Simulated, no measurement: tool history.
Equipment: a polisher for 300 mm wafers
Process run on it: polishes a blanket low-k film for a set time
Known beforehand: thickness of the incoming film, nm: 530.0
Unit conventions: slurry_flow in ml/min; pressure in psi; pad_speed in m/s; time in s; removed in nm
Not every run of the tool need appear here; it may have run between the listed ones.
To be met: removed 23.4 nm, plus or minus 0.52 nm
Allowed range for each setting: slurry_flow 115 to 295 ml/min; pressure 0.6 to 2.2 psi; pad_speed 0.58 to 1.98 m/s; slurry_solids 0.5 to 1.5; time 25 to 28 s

run,hour,slurry_flow,pressure,pad_speed,slurry_solids,time,removed
1,0,190,1.4,1.28,1,28,11.824
2,8.4,200,1.6,1.3,1,28,13.74
3,11.6,200,1.5,1.3,1,28,13.032
4,15.6,200,1.5,1.3,1.15,28,13.61
5,22.9,210,1.7,1.32,1.15,28,15.724
6,26.3,210,1.7,1.32,1.15,28,15.823
7,35.2,215,1.8,1.34,1.15,28,16.88
8,40.3,215,1.9,1.36,1.15,28,18.153
9,44.5,250,2.2,1.42,1.15,28,21.79

5 next moves are on the table. One of them brings every result within its allowed miss. Which?
A,48.7,240,2.2,1.6,1.05,28,?
B,48.7,270,2.2,1.94,0.95,26,?
C,48.7,245,2.1,1.38,1.3,27,?
D,48.7,295,2.1,1.68,1.1,26,?
E,48.7,290,2.1,1.76,1.2,27,?

move,removed
A,23.459
B,24.759
C,20.824
D,22.509
E,25.018
A: every result within its allowed miss
B: takes the biggest miss from the last run beyond its target
C: misses by more than the last run did
D: nearer the targets than the last run, but a result is still out of spec
E: takes the biggest miss from the last run beyond its target
Correct choice: A, which meets every target
